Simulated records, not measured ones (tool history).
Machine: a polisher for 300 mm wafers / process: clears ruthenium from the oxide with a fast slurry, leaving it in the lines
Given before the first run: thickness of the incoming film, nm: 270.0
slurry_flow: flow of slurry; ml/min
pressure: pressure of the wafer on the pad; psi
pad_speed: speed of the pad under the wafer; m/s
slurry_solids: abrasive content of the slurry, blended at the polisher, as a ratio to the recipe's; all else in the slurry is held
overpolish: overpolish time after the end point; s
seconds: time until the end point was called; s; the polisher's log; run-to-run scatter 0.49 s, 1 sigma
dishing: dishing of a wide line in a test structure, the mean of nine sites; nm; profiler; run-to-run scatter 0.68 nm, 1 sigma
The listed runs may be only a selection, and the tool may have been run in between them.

{"run": 1, "hour": 0.0, "slurry_flow": 175, "pressure": 2, "pad_speed": 1.02, "slurry_solids": 1, "overpolish": 23, "seconds": 79.997, "dishing": 45.741}
{"run": 2, "hour": 7.1, "slurry_flow": 180, "pressure": 2.1, "pad_speed": 1.02, "slurry_solids": 1, "overpolish": 23, "seconds": 76.356, "dishing": 47.014}
{"run": 3, "hour": 14.7, "slurry_flow": 180, "pressure": 2.1, "pad_speed": 1.02, "slurry_solids": 1.15, "overpolish": 23, "seconds": 74.579, "dishing": 48.88}
{"run": 4, "hour": 23.4, "slurry_flow": 205, "pressure": 2.1, "pad_speed": 1.02, "slurry_solids": 1.15, "overpolish": 23, "seconds": 71.607, "dishing": 49.684}
{"run": 5, "hour": 27.0, "slurry_flow": 205, "pressure": 2.1, "pad_speed": 0.76, "slurry_solids": 1.15, "overpolish": 23, "seconds": 94.636, "dishing": 41.663}
{"run": 6, "hour": 31.6, "slurry_flow": 205, "pressure": 2.1, "pad_speed": 0.96, "slurry_solids": 1.15, "overpolish": 23, "seconds": 76.154, "dishing": 46.443}
{"run": 7, "hour": 40.5, "slurry_flow": 210, "pressure": 2.2, "pad_speed": 0.96, "slurry_solids": 1.15, "overpolish": 23, "seconds": 74.267, "dishing": 47.468}
{"run": 8, "hour": 46.6, "slurry_flow": 210, "pressure": 2.3, "pad_speed": 0.96, "slurry_solids": 1.15, "overpolish": 23, "seconds": 70.554, "dishing": 47.996}

What does the tool deliver on the next run?
{"run": 9, "hour": 54.7, "slurry_flow": 210, "pressure": 2.4, "pad_speed": 0.96, "slurry_solids": 1.15, "overpolish": 23, "seconds": "?", "dishing": "?"}

Run 9 yielded seconds 69.107 s, dishing 49.449 nm.

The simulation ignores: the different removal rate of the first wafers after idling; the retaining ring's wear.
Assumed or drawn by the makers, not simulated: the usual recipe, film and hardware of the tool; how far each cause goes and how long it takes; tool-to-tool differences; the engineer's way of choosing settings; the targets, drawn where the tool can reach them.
